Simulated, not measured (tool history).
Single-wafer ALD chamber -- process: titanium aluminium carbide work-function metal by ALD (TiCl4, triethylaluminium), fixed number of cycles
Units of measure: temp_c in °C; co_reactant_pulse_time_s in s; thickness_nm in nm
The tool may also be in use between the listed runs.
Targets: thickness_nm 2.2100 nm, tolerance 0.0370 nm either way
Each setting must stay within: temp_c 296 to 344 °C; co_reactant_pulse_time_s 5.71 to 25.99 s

run 1 hour=0.0 | temp_c=320 co_reactant_pulse_time_s=15.85 | thickness_nm=2.4406
run 2 hour=8.9 | temp_c=320 co_reactant_pulse_time_s=12.51 | thickness_nm=2.4026
run 3 hour=11.8 | temp_c=325 co_reactant_pulse_time_s=12.51 | thickness_nm=2.4834
run 4 hour=14.0 | temp_c=325 co_reactant_pulse_time_s=16.36 | thickness_nm=2.5095
run 5 hour=18.5 | temp_c=325 co_reactant_pulse_time_s=19.52 | thickness_nm=2.5019
run 6 hour=20.0 | temp_c=335 co_reactant_pulse_time_s=19.52 | thickness_nm=2.5970
run 7 hour=24.2 | temp_c=323 co_reactant_pulse_time_s=16.86 | thickness_nm=2.4720
run 8 hour=30.3 | temp_c=311 co_reactant_pulse_time_s=11.79 | thickness_nm=2.2893
run 9 hour=33.9 | temp_c=309 co_reactant_pulse_time_s=11.64 | thickness_nm=2.2882
run 10 hour=41.9 | temp_c=307 co_reactant_pulse_time_s=11.42 | thickness_nm=2.2531
-- hour=43.4 thermocouple changed; heater temperature recalibrated
run 11 hour=43.4 | temp_c=302 co_reactant_pulse_time_s=11.06 | thickness_nm=2.1547

Of the 4 settings listed for the next run, only one would bring every result within its allowed miss of target. Which one?
run A hour=44.9 | temp_c=302 co_reactant_pulse_time_s=10.92 | thickness_nm=?
run B hour=44.9 | temp_c=307 co_reactant_pulse_time_s=8.88 | thickness_nm=?
run C hour=44.9 | temp_c=319 co_reactant_pulse_time_s=7.48 | thickness_nm=?
run D hour=44.9 | temp_c=309 co_reactant_pulse_time_s=11.81 | thickness_nm=?

move=A thickness_nm=2.1278
move=B thickness_nm=2.1121
move=C thickness_nm=2.1422
move=D thickness_nm=2.2191
A: further off than the last run
B: further off than the last run
C: further off than the last run
D: every result within its allowed miss
So the answer is move D, the one that meets all the targets.

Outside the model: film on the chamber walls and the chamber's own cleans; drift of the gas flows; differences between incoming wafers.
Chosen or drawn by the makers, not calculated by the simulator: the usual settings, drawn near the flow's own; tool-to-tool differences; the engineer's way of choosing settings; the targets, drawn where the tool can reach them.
